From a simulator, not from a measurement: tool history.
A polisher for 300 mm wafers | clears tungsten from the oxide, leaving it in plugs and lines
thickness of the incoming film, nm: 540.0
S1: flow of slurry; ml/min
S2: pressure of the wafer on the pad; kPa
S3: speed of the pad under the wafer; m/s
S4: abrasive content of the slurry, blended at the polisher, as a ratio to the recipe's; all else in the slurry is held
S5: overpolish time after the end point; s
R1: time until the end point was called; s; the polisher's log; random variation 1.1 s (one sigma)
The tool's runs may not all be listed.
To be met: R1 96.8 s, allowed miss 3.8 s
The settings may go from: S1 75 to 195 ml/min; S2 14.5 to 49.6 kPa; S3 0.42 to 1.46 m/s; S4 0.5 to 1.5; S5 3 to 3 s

run  hour   S1    S2    S3    S4  S5      R1
  1     0  125  31.7  0.94     1   3  76.292
  2   5.5  125    31  0.94     1   3  77.548
  3   7.8  115    31  0.94     1   3   78.06
  4  16.6  115    31  0.94  0.85   3  81.448
  5  22.6  115  30.3  0.94  0.85   3  81.311
  6  26.7  115  29.6  0.94  0.85   3  84.271
  7  30.3  115    29  0.94  0.85   3   83.97
  8    38  115  28.3  0.94  0.85   3  86.433
  9  38.8  115  27.6  0.94  0.85   3  86.781
 10  42.1  115  26.9  0.94  0.85   3  90.013
 11  42.7  115  25.5  0.94  0.85   3  91.635

5 next moves are on the table. One of them brings every result within its allowed miss. Which?
  A  43.3  105  30.3  0.84  1.05   3   ?
  B  43.3  120  33.1   0.7  1.15   3   ?
  C  43.3  115  18.6  1.12   0.9   3   ?
  D  43.3  100  33.1  0.74  0.75   3   ?
  E  43.3  120  26.2  0.98  0.85   3   ?

move      R1
   A  87.418
   B  94.438
   C  87.589
   D  102.94
   E  84.363
A: further off than the last run
B: meets every target
C: further off than the last run
D: takes the result that was furthest off past its target
E: further off than the last run
Answer: B
